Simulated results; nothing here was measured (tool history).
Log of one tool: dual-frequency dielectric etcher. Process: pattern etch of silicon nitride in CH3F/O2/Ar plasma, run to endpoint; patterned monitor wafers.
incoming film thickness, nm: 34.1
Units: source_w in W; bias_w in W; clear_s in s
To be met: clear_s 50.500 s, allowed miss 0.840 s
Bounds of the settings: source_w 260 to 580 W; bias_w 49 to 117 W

| run | day | source_w | bias_w | clear_s |
|---|---|---|---|---|
| 1 | 0.000 | 420 | 83 | 45.236 |
| 2 | 0.242 | 420 | 97 | 43.443 |
| 3 | 0.408 | 390 | 97 | 44.317 |
| 4 | 0.717 | 390 | 106 | 43.310 |
| 5 | 0.958 | 350 | 102 | 45.001 |
| 6 | 1.250 | 320 | 97 | 46.427 |
| 7 | 1.392 | 300 | 93 | 47.792 |
| 8 | 1.508 | 290 | 90 | 48.621 |
| 9 | 1.850 | 280 | 88 | 49.513 |
| 10 | 2.162 | 280 | 87 | 49.334 |

4 next moves are on the table. One of them brings every result within its allowed miss. Which?
| A | 2.475 | 320 | 89 | ? |
| B | 2.475 | 260 | 85 | ? |
| C | 2.475 | 280 | 99 | ? |
| D | 2.475 | 310 | 91 | ? |

| move | clear_s |
|---|---|
| A | 47.798 |
| B | 50.724 |
| C | 47.848 |
| D | 47.864 |
A: further off than the last run
B: meets every target
C: further off than the last run
D: further off than the last run
Answer: B
